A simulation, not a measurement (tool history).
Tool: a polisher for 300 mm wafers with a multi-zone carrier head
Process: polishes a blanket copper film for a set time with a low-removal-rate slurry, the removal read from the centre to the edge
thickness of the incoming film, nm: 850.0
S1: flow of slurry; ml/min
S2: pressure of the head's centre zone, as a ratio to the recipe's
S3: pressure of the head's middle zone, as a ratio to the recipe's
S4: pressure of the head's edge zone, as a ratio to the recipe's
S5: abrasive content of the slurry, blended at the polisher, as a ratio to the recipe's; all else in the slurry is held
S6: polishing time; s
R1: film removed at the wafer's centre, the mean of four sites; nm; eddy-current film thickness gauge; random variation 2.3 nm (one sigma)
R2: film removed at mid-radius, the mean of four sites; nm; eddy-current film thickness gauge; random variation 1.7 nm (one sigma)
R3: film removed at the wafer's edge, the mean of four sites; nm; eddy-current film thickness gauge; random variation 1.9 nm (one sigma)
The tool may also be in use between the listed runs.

Run 1, hour 0.0: S1 235 ml/min, S2 1.00, S3 1.00, S4 1.00, S5 1.00, S6 62 s. Result: R1 179.39 nm, R2 182.90 nm, R3 181.97 nm.
Run 2, hour 2.6: S1 235 ml/min, S2 1.06, S3 1.00, S4 1.00, S5 1.00, S6 62 s. Result: R1 196.35 nm, R2 183.15 nm, R3 179.46 nm.
Run 3, hour 4.9: S1 235 ml/min, S2 1.12, S3 1.00, S4 1.00, S5 1.00, S6 62 s. Result: R1 205.75 nm, R2 182.88 nm, R3 181.29 nm.
Run 4, hour 9.7: S1 235 ml/min, S2 1.12, S3 1.00, S4 0.97, S5 1.00, S6 62 s. Result: R1 203.89 nm, R2 182.47 nm, R3 177.91 nm.
Run 5, hour 10.4: S1 240 ml/min, S2 1.11, S3 1.02, S4 0.99, S5 1.05, S6 62 s. Result: R1 206.21 nm, R2 189.76 nm, R3 179.77 nm.
Run 6, hour 14.4: S1 210 ml/min, S2 1.11, S3 1.02, S4 0.99, S5 1.05, S6 62 s. Result: R1 201.54 nm, R2 185.50 nm, R3 179.54 nm.
Run 7, hour 20.7: S1 210 ml/min, S2 1.11, S3 1.03, S4 1.01, S5 1.10, S6 63 s. Result: R1 209.14 nm, R2 192.42 nm, R3 185.58 nm.
Run 8, hour 26.5: S1 210 ml/min, S2 1.10, S3 1.04, S4 1.03, S5 1.15, S6 64 s. Result: R1 208.81 nm, R2 198.95 nm, R3 192.60 nm.
Run 9, hour 32.8: S1 215 ml/min, S2 1.10, S3 1.05, S4 1.05, S5 1.20, S6 64 s. Result: R1 212.66 nm, R2 201.91 nm, R3 197.37 nm.

Run 10 comes next. What will it give?
Run 10, hour 37.1: S1 280 ml/min, S2 1.10, S3 1.15, S4 1.15, S5 1.45, S6 66 s. Result: R1 ?, R2 ?, R3 ?.

{"run 10": {"R1": 238.93, "R2": 241.1, "R3": 225.99}}
